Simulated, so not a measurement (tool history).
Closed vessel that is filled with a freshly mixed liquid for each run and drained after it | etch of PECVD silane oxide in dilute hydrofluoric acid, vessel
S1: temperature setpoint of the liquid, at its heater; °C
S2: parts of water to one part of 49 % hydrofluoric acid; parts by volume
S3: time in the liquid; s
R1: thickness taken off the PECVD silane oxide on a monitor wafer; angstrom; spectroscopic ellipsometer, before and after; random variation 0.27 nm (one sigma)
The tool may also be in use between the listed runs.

Run 1, day 0: S1 21 °C, S2 60 parts by volume, S3 95 s. Result: R1 432.13 angstrom.
Run 2, day 0.162: S1 20 °C, S2 65 parts by volume, S3 95 s. Result: R1 376.64 angstrom.
Run 3, day 0.354: S1 20 °C, S2 65 parts by volume, S3 105 s. Result: R1 420.12 angstrom.
Run 4, day 0.5: S1 20 °C, S2 55 parts by volume, S3 105 s. Result: R1 506.65 angstrom.
Run 5, day 0.833: S1 19.5 °C, S2 60 parts by volume, S3 105 s. Result: R1 444.92 angstrom.
Run 6, day 0.908: S1 19 °C, S2 65 parts by volume, S3 105 s. Result: R1 404.62 angstrom.

The next listed run, before its measurement:
Run 7, day 1.021: S1 19 °C, S2 65 parts by volume, S3 105 s. Result: R1 ?.

R1: 406.03 angstrom

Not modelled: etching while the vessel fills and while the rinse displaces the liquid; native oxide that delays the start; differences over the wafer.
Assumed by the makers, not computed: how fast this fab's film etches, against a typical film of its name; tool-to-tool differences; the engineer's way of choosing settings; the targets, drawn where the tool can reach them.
